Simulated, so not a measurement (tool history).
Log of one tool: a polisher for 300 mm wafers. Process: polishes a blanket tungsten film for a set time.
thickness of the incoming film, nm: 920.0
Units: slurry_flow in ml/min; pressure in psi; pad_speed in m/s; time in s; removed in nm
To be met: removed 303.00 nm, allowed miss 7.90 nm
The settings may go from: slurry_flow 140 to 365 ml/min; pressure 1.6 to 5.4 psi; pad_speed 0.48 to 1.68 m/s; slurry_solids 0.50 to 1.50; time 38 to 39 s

| run | hour | slurry_flow | pressure | pad_speed | slurry_solids | time | removed |
|---|---|---|---|---|---|---|---|
| 1 | 0.0 | 235 | 3.5 | 1.08 | 1.00 | 38 | 183.01 |
| 2 | 2.8 | 235 | 3.5 | 1.08 | 1.00 | 38 | 179.61 |
| 3 | 6.3 | 235 | 3.7 | 1.08 | 1.00 | 38 | 191.72 |
| 4 | 11.4 | 235 | 3.7 | 1.08 | 1.00 | 39 | 197.59 |
| 5 | 17.5 | 235 | 3.7 | 1.24 | 1.00 | 39 | 219.54 |
| 6 | 24.1 | 235 | 3.7 | 1.24 | 1.00 | 39 | 223.37 |
| 7 | 25.6 | 235 | 3.8 | 1.24 | 1.00 | 39 | 225.82 |
| 8 | 34.0 | 255 | 4.8 | 1.26 | 1.00 | 39 | 281.56 |
| 9 | 41.8 | 255 | 5.0 | 1.26 | 1.00 | 39 | 292.77 |

Which of these 5 next moves meets every target?
| A | 49.6 | 260 | 4.7 | 1.44 | 1.15 | 39 | ? |
| B | 49.6 | 295 | 5.4 | 1.18 | 1.20 | 38 | ? |
| C | 49.6 | 310 | 5.4 | 1.26 | 1.05 | 39 | ? |
| D | 49.6 | 220 | 5.0 | 1.28 | 1.00 | 38 | ? |
| E | 49.6 | 230 | 5.1 | 1.40 | 1.00 | 39 | ? |

| move | removed |
|---|---|
| A | 319.84 |
| B | 303.65 |
| C | 322.95 |
| D | 285.47 |
| E | 323.42 |
A: takes the result that was furthest off past its target
B: meets every target
C: takes the result that was furthest off past its target
D: further off than the last run
E: takes the result that was furthest off past its target
The right move is B.
